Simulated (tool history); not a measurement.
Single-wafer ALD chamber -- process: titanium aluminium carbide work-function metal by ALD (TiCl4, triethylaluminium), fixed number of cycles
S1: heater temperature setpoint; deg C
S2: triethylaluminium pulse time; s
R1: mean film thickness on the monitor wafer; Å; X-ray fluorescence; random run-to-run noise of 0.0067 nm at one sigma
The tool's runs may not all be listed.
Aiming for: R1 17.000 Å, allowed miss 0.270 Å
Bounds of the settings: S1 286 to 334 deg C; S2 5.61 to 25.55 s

{"run": 1, "day": 0.0, "S1": 310, "S2": 15.58, "R1": 18.497}
{"run": 2, "day": 0.133, "S1": 307, "S2": 15.39, "R1": 18.154}
{"run": 3, "day": 0.321, "S1": 307, "S2": 18.05, "R1": 18.358}
{"run": 4, "day": 0.467, "S1": 305, "S2": 17.81, "R1": 18.163}
{"run": 5, "day": 0.733, "S1": 305, "S2": 20.39, "R1": 18.165}
{"run": 6, "day": 0.962, "S1": 303, "S2": 20.31, "R1": 17.96}
{"run": 7, "day": 1.112, "S1": 302, "S2": 20.26, "R1": 18.124}
{"run": 8, "day": 1.342, "S1": 300, "S2": 18.89, "R1": 18.004}

Exercise: of the 4 proposed moves below, exactly one satisfies all targets within the stated allowed misses. Which move is it?
{"run": "A", "day": 1.571, "S1": 295, "S2": 19.56, "R1": "?"}
{"run": "B", "day": 1.571, "S1": 296, "S2": 18.85, "R1": "?"}
{"run": "C", "day": 1.571, "S1": 286, "S2": 19.5, "R1": "?"}
{"run": "D", "day": 1.571, "S1": 299, "S2": 18.82, "R1": "?"}

move=A R1=17.484
move=B R1=17.549
move=C R1=16.861
move=D R1=17.758
A: closes in on the targets versus the last run, not all within tolerance yet
B: closes in on the targets versus the last run, not all within tolerance yet
C: all results in spec
D: closes in on the targets versus the last run, not all within tolerance yet
Correct choice: C, which meets every target

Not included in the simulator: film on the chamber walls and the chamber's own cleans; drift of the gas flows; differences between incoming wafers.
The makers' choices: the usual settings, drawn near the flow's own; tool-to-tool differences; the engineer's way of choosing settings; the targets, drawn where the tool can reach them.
